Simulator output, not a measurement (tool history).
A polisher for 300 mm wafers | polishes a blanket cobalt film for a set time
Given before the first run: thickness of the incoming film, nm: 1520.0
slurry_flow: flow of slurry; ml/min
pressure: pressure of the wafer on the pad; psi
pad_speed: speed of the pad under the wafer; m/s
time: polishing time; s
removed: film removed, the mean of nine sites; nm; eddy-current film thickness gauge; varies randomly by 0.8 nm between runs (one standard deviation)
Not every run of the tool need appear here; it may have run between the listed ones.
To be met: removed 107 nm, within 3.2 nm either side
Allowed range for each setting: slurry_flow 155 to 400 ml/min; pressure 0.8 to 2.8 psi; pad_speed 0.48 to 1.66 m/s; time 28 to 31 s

Run 1, hour 0: slurry_flow 255 ml/min, pressure 1.8 psi, pad_speed 1.06 m/s, time 31 s. Result: removed 144.63 nm.
Run 2, hour 7.5: slurry_flow 255 ml/min, pressure 2.2 psi, pad_speed 1.06 m/s, time 31 s. Result: removed 171.87 nm.
Run 3, hour 13.9: slurry_flow 255 ml/min, pressure 2.4 psi, pad_speed 1.06 m/s, time 31 s. Result: removed 184.56 nm.
Run 4, hour 16.1: slurry_flow 255 ml/min, pressure 2.2 psi, pad_speed 1.06 m/s, time 31 s. Result: removed 174.23 nm.
Run 5, hour 23.6: slurry_flow 230 ml/min, pressure 2.2 psi, pad_speed 1.06 m/s, time 31 s. Result: removed 169.14 nm.
Run 6, hour 28.9: slurry_flow 230 ml/min, pressure 2.1 psi, pad_speed 1.06 m/s, time 31 s. Result: removed 164.01 nm.
Run 7, hour 37.1: slurry_flow 230 ml/min, pressure 2 psi, pad_speed 1.06 m/s, time 31 s. Result: removed 155.08 nm.
At hour 37.8: head pressure recalibrated.
Run 8, hour 37.8: slurry_flow 230 ml/min, pressure 1.9 psi, pad_speed 1.06 m/s, time 31 s. Result: removed 141.43 nm.
Run 9, hour 41.5: slurry_flow 225 ml/min, pressure 1.9 psi, pad_speed 1.06 m/s, time 31 s. Result: removed 139.95 nm.

Which one of the following 5 next-run settings gets every result inside its allowed miss? There is exactly one.
Run A, hour 45.2: slurry_flow 155 ml/min, pressure 1.7 psi, pad_speed 0.9 m/s, time 28 s. Result: removed ?.
Run B, hour 45.2: slurry_flow 225 ml/min, pressure 2.4 psi, pad_speed 0.96 m/s, time 31 s. Result: removed ?.
Run C, hour 45.2: slurry_flow 230 ml/min, pressure 1.5 psi, pad_speed 1 m/s, time 28 s. Result: removed ?.
Run D, hour 45.2: slurry_flow 215 ml/min, pressure 2.2 psi, pad_speed 1.3 m/s, time 31 s. Result: removed ?.
Run E, hour 45.2: slurry_flow 245 ml/min, pressure 1.5 psi, pad_speed 1.02 m/s, time 30 s. Result: removed ?.

move  removed
   A   92.934
   B   152.58
   C   97.128
   D   189.22
   E   106.72
A: takes the biggest miss from the last run beyond its target
B: further off than the last run
C: takes the biggest miss from the last run beyond its target
D: further off than the last run
E: all results land within tolerance of their targets
Go with E: it meets all targets.
